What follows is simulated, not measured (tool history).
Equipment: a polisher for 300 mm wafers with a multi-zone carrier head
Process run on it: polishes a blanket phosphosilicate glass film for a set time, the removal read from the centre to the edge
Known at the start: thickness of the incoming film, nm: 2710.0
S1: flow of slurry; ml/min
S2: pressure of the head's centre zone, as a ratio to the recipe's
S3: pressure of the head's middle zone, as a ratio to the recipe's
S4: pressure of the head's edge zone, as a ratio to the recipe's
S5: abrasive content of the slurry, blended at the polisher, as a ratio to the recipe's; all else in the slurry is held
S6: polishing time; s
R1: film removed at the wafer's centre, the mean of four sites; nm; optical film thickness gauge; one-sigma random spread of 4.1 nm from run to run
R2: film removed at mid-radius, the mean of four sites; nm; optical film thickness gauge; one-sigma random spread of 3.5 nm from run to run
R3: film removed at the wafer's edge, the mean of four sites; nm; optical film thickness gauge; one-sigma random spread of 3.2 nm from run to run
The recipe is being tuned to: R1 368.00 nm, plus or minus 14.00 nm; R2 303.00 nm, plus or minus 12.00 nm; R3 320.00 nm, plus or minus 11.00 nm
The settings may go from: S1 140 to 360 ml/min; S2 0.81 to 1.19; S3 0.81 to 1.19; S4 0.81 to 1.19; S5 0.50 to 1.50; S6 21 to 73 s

| run | hour | S1 | S2 | S3 | S4 | S5 | S6 | R1 | R2 | R3 |
|---|---|---|---|---|---|---|---|---|---|---|
| 1 | 0.0 | 230 | 1.00 | 1.00 | 1.00 | 1.00 | 47 | 298.59 | 304.61 | 308.23 |
| 2 | 5.4 | 235 | 1.02 | 0.99 | 1.00 | 1.00 | 47 | 298.45 | 296.71 | 303.26 |
| 3 | 11.9 | 235 | 1.02 | 0.91 | 1.00 | 1.00 | 47 | 311.12 | 286.47 | 309.64 |
| 4 | 20.8 | 240 | 1.04 | 0.91 | 1.00 | 1.00 | 47 | 309.12 | 284.54 | 309.84 |
| 5 | 25.4 | 240 | 0.97 | 0.91 | 1.00 | 1.00 | 47 | 292.97 | 283.22 | 311.45 |
| 6 | 34.4 | 240 | 0.97 | 0.91 | 1.00 | 1.00 | 39 | 243.57 | 235.87 | 257.21 |
| 7 | 36.5 | 245 | 1.00 | 0.91 | 1.00 | 1.05 | 39 | 254.77 | 240.77 | 261.67 |
| 8 | 42.7 | 290 | 1.10 | 0.95 | 1.04 | 1.30 | 40 | 323.79 | 292.24 | 311.38 |
| 9 | 47.9 | 290 | 1.11 | 0.95 | 1.04 | 1.30 | 40 | 330.01 | 284.76 | 308.09 |
| 10 | 50.9 | 290 | 1.12 | 0.96 | 1.04 | 1.30 | 40 | 335.62 | 285.35 | 309.54 |

Below are 5 possible settings for the next run. Only one of them brings all results inside the allowed miss of their targets. Which is it?
| A | 53.9 | 270 | 1.13 | 1.03 | 0.95 | 1.35 | 43 | ? | ? | ? |
| B | 53.9 | 295 | 1.19 | 0.96 | 1.01 | 1.35 | 37 | ? | ? | ? |
| C | 53.9 | 265 | 1.17 | 0.96 | 1.01 | 1.40 | 41 | ? | ? | ? |
| D | 53.9 | 290 | 1.15 | 0.98 | 1.01 | 1.30 | 38 | ? | ? | ? |
| E | 53.9 | 280 | 1.19 | 0.89 | 1.06 | 1.30 | 41 | ? | ? | ? |

| move | R1 | R2 | R3 |
|---|---|---|---|
| A | 367.99 | 340.13 | 319.93 |
| B | 336.06 | 278.68 | 285.26 |
| C | 368.24 | 310.95 | 318.92 |
| D | 327.52 | 285.78 | 287.77 |
| E | 364.39 | 285.10 | 317.62 |
A: brings the last run's worst result on target, with another outside its allowed miss
B: further off than the last run
C: hits every target within its allowed miss
D: further off than the last run
E: brings the last run's worst result on target, with another outside its allowed miss
The right move is C.
